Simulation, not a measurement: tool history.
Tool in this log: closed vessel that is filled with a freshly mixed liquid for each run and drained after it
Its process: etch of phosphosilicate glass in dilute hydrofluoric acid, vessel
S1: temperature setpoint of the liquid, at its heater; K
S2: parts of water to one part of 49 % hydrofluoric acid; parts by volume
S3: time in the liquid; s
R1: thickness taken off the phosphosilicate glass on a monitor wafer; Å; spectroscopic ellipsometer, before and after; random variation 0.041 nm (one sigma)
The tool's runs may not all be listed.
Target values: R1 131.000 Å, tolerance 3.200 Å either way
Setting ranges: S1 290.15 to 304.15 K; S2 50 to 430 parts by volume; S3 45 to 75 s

| run | hour | S1 | S2 | S3 | R1 |
|---|---|---|---|---|---|
| 1 | 0.0 | 296.15 | 240 | 75 | 160.950 |
| 2 | 7.2 | 298.65 | 240 | 75 | 175.640 |
| 3 | 13.2 | 296.15 | 240 | 75 | 160.760 |
| 4 | 15.8 | 292.65 | 240 | 75 | 141.090 |
| 5 | 21.2 | 294.65 | 240 | 75 | 152.120 |
| 6 | 30.1 | 294.65 | 240 | 45 | 91.255 |
| 7 | 32.1 | 296.65 | 240 | 45 | 98.798 |
| 8 | 35.1 | 300.65 | 235 | 45 | 116.910 |
| 9 | 40.5 | 300.65 | 235 | 45 | 115.860 |

Consider the 5 candidate settings below. Which is the only one whose results all fall within their allowed miss of target?
| A | 45.9 | 300.15 | 210 | 45 | ? |
| B | 45.9 | 304.15 | 295 | 65 | ? |
| C | 45.9 | 300.15 | 205 | 45 | ? |
| D | 45.9 | 301.65 | 210 | 45 | ? |
| E | 45.9 | 299.15 | 215 | 45 | ? |

| move | R1 |
|---|---|
| A | 131.560 |
| B | 140.590 |
| C | 135.540 |
| D | 138.690 |
| E | 123.310 |
A: meets every target
B: carries the result that was furthest off beyond its target, to the other side
C: carries the result that was furthest off beyond its target, to the other side
D: carries the result that was furthest off beyond its target, to the other side
E: an improvement on the last run, though not all results are within tolerance
The move that meets every target is A.
